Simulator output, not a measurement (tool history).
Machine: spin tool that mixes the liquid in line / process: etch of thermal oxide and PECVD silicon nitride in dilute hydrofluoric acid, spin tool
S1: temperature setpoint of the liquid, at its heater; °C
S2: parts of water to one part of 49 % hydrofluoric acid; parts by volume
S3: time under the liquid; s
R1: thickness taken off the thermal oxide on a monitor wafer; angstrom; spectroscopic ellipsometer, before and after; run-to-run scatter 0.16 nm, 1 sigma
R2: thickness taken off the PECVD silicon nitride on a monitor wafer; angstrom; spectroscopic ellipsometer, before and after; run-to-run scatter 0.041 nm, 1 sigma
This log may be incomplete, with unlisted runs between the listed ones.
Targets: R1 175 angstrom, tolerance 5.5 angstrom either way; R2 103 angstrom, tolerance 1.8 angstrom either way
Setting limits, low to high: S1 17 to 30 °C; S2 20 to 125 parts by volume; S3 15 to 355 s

{"run": 1, "day": 0.0, "S1": 22, "S2": 70, "S3": 180, "R1": 122, "R2": 64.382}
{"run": 2, "day": 0.317, "S1": 20.5, "S2": 70, "S3": 180, "R1": 114.73, "R2": 58.776}
{"run": 3, "day": 0.362, "S1": 20.5, "S2": 85, "S3": 180, "R1": 93.976, "R2": 48.529}
{"run": 4, "day": 0.496, "S1": 20.5, "S2": 100, "S3": 180, "R1": 78.262, "R2": 41.681}
{"run": 5, "day": 0.792, "S1": 17, "S2": 100, "S3": 180, "R1": 67.324, "R2": 32.461}
{"run": 6, "day": 0.842, "S1": 17, "S2": 100, "S3": 145, "R1": 54.108, "R2": 26.266}
{"run": 7, "day": 0.958, "S1": 18.5, "S2": 90, "S3": 145, "R1": 64.48, "R2": 32.313}
{"run": 8, "day": 1.262, "S1": 20, "S2": 85, "S3": 145, "R1": 74.304, "R2": 38.048}
{"run": 9, "day": 1.525, "S1": 21, "S2": 80, "S3": 145, "R1": 83.085, "R2": 42.758}
{"run": 10, "day": 1.829, "S1": 22, "S2": 75, "S3": 145, "R1": 91.534, "R2": 49.138}
{"run": 11, "day": 2.0, "S1": 23, "S2": 70, "S3": 145, "R1": 103.87, "R2": 55.849}
{"run": 12, "day": 2.225, "S1": 24, "S2": 65, "S3": 145, "R1": 117.54, "R2": 64.565}
{"run": 13, "day": 2.408, "S1": 24.5, "S2": 65, "S3": 145, "R1": 116.93, "R2": 66.443}
{"run": 14, "day": 2.525, "S1": 27.5, "S2": 40, "S3": 140, "R1": 218.17, "R2": 125.84}
{"run": 15, "day": 2.738, "S1": 27, "S2": 45, "S3": 145, "R1": 193.65, "R2": 112.32}

Which of these 5 next moves meets every target?
{"run": "A", "day": 2.95, "S1": 28.5, "S2": 55, "S3": 140, "R1": "?", "R2": "?"}
{"run": "B", "day": 2.95, "S1": 28, "S2": 40, "S3": 110, "R1": "?", "R2": "?"}
{"run": "C", "day": 2.95, "S1": 26, "S2": 50, "S3": 150, "R1": "?", "R2": "?"}
{"run": "D", "day": 2.95, "S1": 25, "S2": 40, "S3": 135, "R1": "?", "R2": "?"}
{"run": "E", "day": 2.95, "S1": 25.5, "S2": 40, "S3": 125, "R1": "?", "R2": "?"}

move=A R1=161.44 R2=98.828
move=B R1=174.8 R2=102.82
move=C R1=173.39 R2=98.686
move=D R1=189.87 R2=103.35
move=E R1=179.46 R2=98.965
A: pushes the last run's worst result past its target
B: every result within its allowed miss
C: pushes the last run's worst result past its target
D: corrects the largest miss of the last run, while another result sits out of spec
E: pushes the last run's worst result past its target
So the answer is move B, the one that meets all the targets.

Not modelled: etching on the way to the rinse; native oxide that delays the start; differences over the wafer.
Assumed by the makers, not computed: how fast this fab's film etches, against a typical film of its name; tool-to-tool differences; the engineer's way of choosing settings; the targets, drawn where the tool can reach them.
